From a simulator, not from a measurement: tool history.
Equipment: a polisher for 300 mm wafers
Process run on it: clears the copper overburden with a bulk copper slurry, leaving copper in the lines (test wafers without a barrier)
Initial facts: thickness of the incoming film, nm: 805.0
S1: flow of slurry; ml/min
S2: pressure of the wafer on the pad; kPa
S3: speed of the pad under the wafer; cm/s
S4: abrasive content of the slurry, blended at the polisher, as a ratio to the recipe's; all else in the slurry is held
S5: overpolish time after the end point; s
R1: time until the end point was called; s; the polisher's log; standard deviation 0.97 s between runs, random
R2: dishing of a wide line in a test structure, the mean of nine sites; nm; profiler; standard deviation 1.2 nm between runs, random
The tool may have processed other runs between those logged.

run	day	S1	S2	S3	S4	S5	R1	R2
1	0	285	14.5	104	1	24	135.79	86.337
2	0.371	245	14.5	104	1	24	142.7	83.656
3	0.575	245	14.5	104	1.1	24	138.39	83.365
4	0.729	245	14.5	104	1	24	139.88	87.532
5	0.912	245	17.9	104	1	24	112.99	99.11
6	1.154	245	17.9	104	1.15	24	111.52	100.7
7	1.475	245	17.9	104	1.15	24	111.02	100.78
8	1.733	255	13.8	132	1.25	13	113.26	63.336
9	2.083	275	13.8	136	1.3	12	105.97	62.311
10	2.408	290	13.8	140	1.35	11	100.77	63.452
11	2.783	275	13.8	142	1.35	10	101.89	58.048
12	2.962	260	13.8	144	1.35	10	101.06	58.777
13	3.121	250	13.8	146	1.35	10	98.677	58.204
14	3.462	250	13.8	146	1.35	10	101.32	58.752
15	3.758	255	13.8	148	1.35	10	100.03	59.767
16	3.796	260	13.8	150	1.35	10	99.364	57.455
17	4.121	250	13.8	152	1.35	10	99.011	59.071
18	4.433	250	13.8	152	1.35	10	95.044	60.622
19	4.75	245	13.8	154	1.35	10	94.802	61.038
20	4.979	255	13.8	156	1.35	10	94.195	61.707
21	5.125	245	13.8	156	1.35	10	94.397	60.479
22	5.262	235	13.8	156	1.35	10	95.2	61.174
23	5.525	260	13.8	156	1.35	10	94.555	62.976
24	5.725	250	14.5	156	1.35	10	88.365	64.165
25	5.754	240	14.5	156	1.35	10	90.629	64.461
26	5.867	265	14.5	156	1.35	10	87.428	62.827

Run 27 has not been measured yet. What should we expect?
27	6.025	345	13.8	158	1.35	7	?	?

Run 27 yielded R1 91.274 s, R2 49.017 nm.
